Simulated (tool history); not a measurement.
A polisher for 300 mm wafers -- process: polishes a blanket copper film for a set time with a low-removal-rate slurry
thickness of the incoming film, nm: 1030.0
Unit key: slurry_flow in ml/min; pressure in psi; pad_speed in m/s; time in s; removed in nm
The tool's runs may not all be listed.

run,hour,slurry_flow,pressure,pad_speed,slurry_solids,time,removed
1,0.0,295,3.3,1.34,1.0,50,190.92
2,8.7,295,2.9,1.34,1.0,50,166.90
3,9.5,295,2.9,1.34,0.8,50,155.63
4,16.7,295,3.5,1.36,0.8,50,193.88
5,24.4,295,3.5,1.36,0.8,50,189.58
6,25.4,295,3.5,1.36,0.7,50,180.97
7,27.3,295,4.0,1.38,0.7,50,211.69
8,33.7,295,5.0,1.42,0.7,50,267.45

Forecast run 9:
9,41.5,295,5.1,1.46,0.7,50,?

Run 9 yielded removed 280.29 nm.
